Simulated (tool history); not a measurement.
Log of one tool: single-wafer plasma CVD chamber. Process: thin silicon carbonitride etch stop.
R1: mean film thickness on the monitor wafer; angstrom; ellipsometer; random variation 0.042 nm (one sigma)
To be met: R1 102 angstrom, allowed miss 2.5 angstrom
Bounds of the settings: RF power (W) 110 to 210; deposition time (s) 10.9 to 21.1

Run 1, hour 0: RF power (W) 160, deposition time (s) 16. Result: R1 84.924 angstrom.
Run 2, hour 1.1: RF power (W) 160, deposition time (s) 17.5. Result: R1 92.748 angstrom.
Run 3, hour 4.2: RF power (W) 175, deposition time (s) 17.5. Result: R1 96.054 angstrom.
Run 4, hour 6.9: RF power (W) 175, deposition time (s) 16. Result: R1 87.632 angstrom.
Run 5, hour 12.9: RF power (W) 160, deposition time (s) 16. Result: R1 84.913 angstrom.
Run 6, hour 16.7: RF power (W) 160, deposition time (s) 17. Result: R1 90.355 angstrom.
Run 7, hour 24.5: RF power (W) 165, deposition time (s) 17.1. Result: R1 91.92 angstrom.
Run 8, hour 33.5: RF power (W) 170, deposition time (s) 17.2. Result: R1 92.983 angstrom.
Run 9, hour 39.6: RF power (W) 170, deposition time (s) 17.3. Result: R1 93.621 angstrom.

4 next moves are on the table. One of them brings every result within its allowed miss. Which?
Run A, hour 45.7: RF power (W) 190, deposition time (s) 14.9. Result: R1 ?.
Run B, hour 45.7: RF power (W) 165, deposition time (s) 18.2. Result: R1 ?.
Run C, hour 45.7: RF power (W) 180, deposition time (s) 15.8. Result: R1 ?.
Run D, hour 45.7: RF power (W) 180, deposition time (s) 18.4. Result: R1 ?.

move      R1
   A  83.514
   B  97.909
   C  87.175
   D  101.52
A: further off than the last run
B: nearer than the last run, and not there yet
C: further off than the last run
D: meets every target
The right move is D.

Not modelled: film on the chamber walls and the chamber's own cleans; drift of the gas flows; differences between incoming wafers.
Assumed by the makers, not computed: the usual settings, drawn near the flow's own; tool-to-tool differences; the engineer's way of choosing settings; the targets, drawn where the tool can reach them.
